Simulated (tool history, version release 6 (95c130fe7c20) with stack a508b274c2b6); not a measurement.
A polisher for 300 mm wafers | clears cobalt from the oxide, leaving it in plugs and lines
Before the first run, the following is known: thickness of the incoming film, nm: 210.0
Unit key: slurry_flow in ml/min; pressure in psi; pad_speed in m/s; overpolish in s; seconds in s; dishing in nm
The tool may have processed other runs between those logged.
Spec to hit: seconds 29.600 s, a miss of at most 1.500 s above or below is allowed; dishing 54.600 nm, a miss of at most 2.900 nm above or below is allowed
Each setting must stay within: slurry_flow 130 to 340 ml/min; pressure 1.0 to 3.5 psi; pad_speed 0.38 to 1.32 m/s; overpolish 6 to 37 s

Run 1, hour 0.0: slurry_flow 220 ml/min, pressure 2.2 psi, pad_speed 0.84 m/s, overpolish 19 s. Result: seconds 54.151 s, dishing 41.093 nm.
Run 2, hour 0.6: slurry_flow 220 ml/min, pressure 2.6 psi, pad_speed 0.86 m/s, overpolish 19 s. Result: seconds 45.320 s, dishing 44.363 nm.
Run 3, hour 5.2: slurry_flow 220 ml/min, pressure 2.8 psi, pad_speed 0.86 m/s, overpolish 19 s. Result: seconds 40.831 s, dishing 45.688 nm.
Run 4, hour 10.2: slurry_flow 220 ml/min, pressure 3.3 psi, pad_speed 0.86 m/s, overpolish 19 s. Result: seconds 34.528 s, dishing 48.474 nm.
Run 5, hour 12.0: slurry_flow 220 ml/min, pressure 3.3 psi, pad_speed 0.86 m/s, overpolish 15 s. Result: seconds 34.633 s, dishing 44.017 nm.
Run 6, hour 15.6: slurry_flow 220 ml/min, pressure 3.4 psi, pad_speed 0.88 m/s, overpolish 17 s. Result: seconds 32.870 s, dishing 48.882 nm.
Run 7, hour 16.7: slurry_flow 220 ml/min, pressure 3.4 psi, pad_speed 0.90 m/s, overpolish 18 s. Result: seconds 31.934 s, dishing 48.432 nm.
Run 8, hour 18.6: slurry_flow 220 ml/min, pressure 3.4 psi, pad_speed 0.92 m/s, overpolish 19 s. Result: seconds 31.286 s, dishing 51.042 nm.
Run 9, hour 19.4: slurry_flow 220 ml/min, pressure 3.4 psi, pad_speed 0.92 m/s, overpolish 20 s. Result: seconds 31.158 s, dishing 52.119 nm.
Run 10, hour 23.7: slurry_flow 220 ml/min, pressure 3.5 psi, pad_speed 0.92 m/s, overpolish 21 s. Result: seconds 30.322 s, dishing 52.113 nm.

4 candidate next runs follow, results not yet known. Just one meets every target within its allowed miss. Identify it.
Run A, hour 28.0: slurry_flow 250 ml/min, pressure 3.0 psi, pad_speed 1.02 m/s, overpolish 28 s. Result: seconds ?, dishing ?.
Run B, hour 28.0: slurry_flow 255 ml/min, pressure 3.5 psi, pad_speed 1.00 m/s, overpolish 16 s. Result: seconds ?, dishing ?.
Run C, hour 28.0: slurry_flow 210 ml/min, pressure 3.5 psi, pad_speed 0.94 m/s, overpolish 16 s. Result: seconds ?, dishing ?.
Run D, hour 28.0: slurry_flow 180 ml/min, pressure 3.5 psi, pad_speed 0.98 m/s, overpolish 25 s. Result: seconds ?, dishing ?.

move  seconds  dishing
   A   31.878   54.214
   B   27.883   49.830
   C   30.341   48.628
   D   29.828   53.835
A: meets the target for the result that was furthest off, but another lies outside its allowed miss
B: lands further from the targets than the last run did
C: lands further from the targets than the last run did
D: meets every target
Answer: D
